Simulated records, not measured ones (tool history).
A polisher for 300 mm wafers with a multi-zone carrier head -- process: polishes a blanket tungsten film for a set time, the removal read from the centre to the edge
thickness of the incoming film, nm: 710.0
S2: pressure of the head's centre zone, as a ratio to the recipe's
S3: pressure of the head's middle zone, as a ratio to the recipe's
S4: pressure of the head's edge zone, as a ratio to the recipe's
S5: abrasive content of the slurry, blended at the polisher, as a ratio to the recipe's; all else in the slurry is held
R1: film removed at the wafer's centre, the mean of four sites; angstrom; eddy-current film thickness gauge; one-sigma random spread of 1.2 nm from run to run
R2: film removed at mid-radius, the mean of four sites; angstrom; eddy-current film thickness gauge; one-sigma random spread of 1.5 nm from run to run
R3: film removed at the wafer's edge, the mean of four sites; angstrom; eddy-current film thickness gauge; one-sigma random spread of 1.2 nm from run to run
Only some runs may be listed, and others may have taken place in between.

Run 1, day 0.000: flow of slurry (ml/min) 130, S2 1.00, S3 1.00, S4 1.00, S5 1.00, polishing time (s) 77. Result: R1 2200.4 angstrom, R2 2080.3 angstrom, R3 2011.3 angstrom.
Run 2, day 0.083: flow of slurry (ml/min) 120, S2 0.96, S3 1.01, S4 0.97, S5 0.90, polishing time (s) 76. Result: R1 1985.5 angstrom, R2 1968.4 angstrom, R3 1849.4 angstrom.
Run 3, day 0.429: flow of slurry (ml/min) 120, S2 0.96, S3 0.95, S4 0.97, S5 0.90, polishing time (s) 76. Result: R1 2009.8 angstrom, R2 1902.5 angstrom, R3 1865.8 angstrom.
Run 4, day 0.642: flow of slurry (ml/min) 120, S2 0.96, S3 0.91, S4 0.97, S5 0.90, polishing time (s) 76. Result: R1 1993.4 angstrom, R2 1806.2 angstrom, R3 1867.8 angstrom.
Run 5, day 0.925: flow of slurry (ml/min) 115, S2 0.93, S3 0.93, S4 0.96, S5 0.80, polishing time (s) 75. Result: R1 1854.3 angstrom, R2 1736.7 angstrom, R3 1766.8 angstrom.
Run 6, day 1.254: flow of slurry (ml/min) 110, S2 0.90, S3 0.96, S4 0.95, S5 0.75, polishing time (s) 74. Result: R1 1701.3 angstrom, R2 1704.4 angstrom, R3 1674.7 angstrom.
Run 7, day 1.508: flow of slurry (ml/min) 110, S2 0.90, S3 0.96, S4 0.95, S5 0.75, polishing time (s) 74. Result: R1 1703.7 angstrom, R2 1711.4 angstrom, R3 1672.6 angstrom.
Run 8, day 1.767: flow of slurry (ml/min) 105, S2 0.88, S3 0.97, S4 0.94, S5 0.75, polishing time (s) 74. Result: R1 1651.3 angstrom, R2 1697.4 angstrom, R3 1646.4 angstrom.
Run 9, day 1.879: flow of slurry (ml/min) 100, S2 0.86, S3 0.99, S4 0.93, S5 0.75, polishing time (s) 74. Result: R1 1602.2 angstrom, R2 1718.2 angstrom, R3 1635.3 angstrom.
Run 10, day 2.058: flow of slurry (ml/min) 95, S2 0.85, S3 1.00, S4 0.92, S5 0.70, polishing time (s) 74. Result: R1 1520.7 angstrom, R2 1644.8 angstrom, R3 1569.3 angstrom.

Run 11 is up next; what results do you expect?
Run 11, day 2.321: flow of slurry (ml/min) 95, S2 0.84, S3 1.01, S4 0.91, S5 0.70, polishing time (s) 74. Result: R1 ?, R2 ?, R3 ?.

Run 11 gave R1 1503.1 angstrom, R2 1666.2 angstrom, R3 1567.3 angstrom.

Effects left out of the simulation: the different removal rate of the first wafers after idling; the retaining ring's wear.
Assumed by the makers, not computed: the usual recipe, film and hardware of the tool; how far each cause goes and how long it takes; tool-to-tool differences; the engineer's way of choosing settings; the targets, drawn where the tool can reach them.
